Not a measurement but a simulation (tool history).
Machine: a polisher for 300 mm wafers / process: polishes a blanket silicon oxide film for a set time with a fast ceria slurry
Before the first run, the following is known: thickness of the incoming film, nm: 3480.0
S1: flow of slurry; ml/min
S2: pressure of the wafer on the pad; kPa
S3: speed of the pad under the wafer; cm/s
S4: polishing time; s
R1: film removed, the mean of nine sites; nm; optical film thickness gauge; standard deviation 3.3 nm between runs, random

| run | day | S1 | S2 | S3 | S4 | R1 |
|---|---|---|---|---|---|---|
| 1 | 0 | 230 | 18.6 | 116 | 68 | 969.73 |
| 2 | 0.258 | 230 | 16.5 | 116 | 68 | 890.57 |
| 3 | 0.625 | 230 | 16.5 | 106 | 68 | 828.35 |
| 4 | 0.788 | 195 | 16.5 | 106 | 68 | 802.78 |
| 5 | 1.096 | 195 | 16.5 | 128 | 68 | 959.21 |
| 6 | 1.271 | 190 | 15.2 | 124 | 68 | 875.09 |
| 7 | 1.404 | 190 | 14.5 | 120 | 68 | 823.12 |
| 8 | 1.433 | 190 | 13.8 | 116 | 68 | 782.33 |
| 9 | 1.55 | 185 | 13.1 | 112 | 68 | 737.63 |

Forecast run 10:
| 10 | 1.842 | 185 | 13.1 | 112 | 68 | ? |

Run 10 came out at R1 731.07 nm.

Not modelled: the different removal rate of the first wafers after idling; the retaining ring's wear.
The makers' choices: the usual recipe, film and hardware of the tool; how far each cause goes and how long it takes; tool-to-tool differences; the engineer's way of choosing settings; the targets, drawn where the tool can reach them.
